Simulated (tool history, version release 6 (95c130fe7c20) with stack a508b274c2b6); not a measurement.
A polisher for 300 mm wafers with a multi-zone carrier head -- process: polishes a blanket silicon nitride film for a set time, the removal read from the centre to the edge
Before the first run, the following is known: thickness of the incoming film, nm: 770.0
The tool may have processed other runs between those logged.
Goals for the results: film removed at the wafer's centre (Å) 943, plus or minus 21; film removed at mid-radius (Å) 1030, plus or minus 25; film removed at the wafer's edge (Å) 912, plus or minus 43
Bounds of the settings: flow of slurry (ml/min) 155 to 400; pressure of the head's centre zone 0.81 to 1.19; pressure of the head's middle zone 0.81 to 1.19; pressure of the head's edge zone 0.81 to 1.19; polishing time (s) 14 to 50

| run | hour | flow of slurry (ml/min) | pressure of the head's centre zone | pressure of the head's middle zone | pressure of the head's edge zone | polishing time (s) | film removed at the wafer's centre (Å) | film removed at mid-radius (Å) | film removed at the wafer's edge (Å) |
|---|---|---|---|---|---|---|---|---|---|
| 1 | 0 | 255 | 1 | 1 | 1 | 32 | 682.17 | 705.65 | 716.6 |
| 2 | 7.1 | 275 | 1.03 | 1.05 | 1.02 | 34 | 755.1 | 783.72 | 743.07 |
| 3 | 12.4 | 270 | 1.03 | 1.07 | 1.04 | 36 | 798.29 | 842.33 | 806.18 |
| 4 | 15.1 | 230 | 1.03 | 1.07 | 1.04 | 36 | 783.38 | 826.65 | 828.95 |
| 5 | 15.6 | 240 | 1.05 | 1.1 | 1.05 | 37 | 823.01 | 890.99 | 850.62 |
| 6 | 22.8 | 240 | 1.12 | 1.1 | 1.05 | 37 | 880.96 | 883.21 | 846.93 |
| 7 | 28 | 240 | 1.12 | 1.1 | 1.05 | 37 | 891.52 | 876.07 | 844.02 |
| 8 | 35.4 | 250 | 1.12 | 1.13 | 1.07 | 38 | 911.82 | 925.84 | 847.12 |
| 9 | 43.3 | 240 | 1.11 | 1.14 | 1.07 | 39 | 915.7 | 948.95 | 878.31 |

Which single option among these 5 for the next run brings every result within its allowed miss of target? Just one does.
| A | 51.2 | 155 | 1.11 | 1.09 | 1.03 | 42 | ? | ? | ? |
| B | 51.2 | 215 | 1.11 | 1.07 | 1.08 | 39 | ? | ? | ? |
| C | 51.2 | 355 | 1.04 | 1.13 | 0.99 | 41 | ? | ? | ? |
| D | 51.2 | 255 | 1.12 | 1.09 | 1.01 | 39 | ? | ? | ? |
| E | 51.2 | 170 | 1 | 1.19 | 1.1 | 44 | ? | ? | ? |

| move | film removed at the wafer's centre (Å) | film removed at mid-radius (Å) | film removed at the wafer's edge (Å) |
|---|---|---|---|
| A | 928.04 | 924.3 | 893.15 |
| B | 902.17 | 880.37 | 867.88 |
| C | 936.49 | 1017.5 | 920.49 |
| D | 929.01 | 910.84 | 861.73 |
| E | 888.18 | 1058 | 962.51 |
A: moves away from the targets compared with the last run
B: moves away from the targets compared with the last run
C: each result inside its tolerance
D: moves away from the targets compared with the last run
E: moves the result that the last run missed by most past its target, out the other side
Correct choice: C, which meets every target
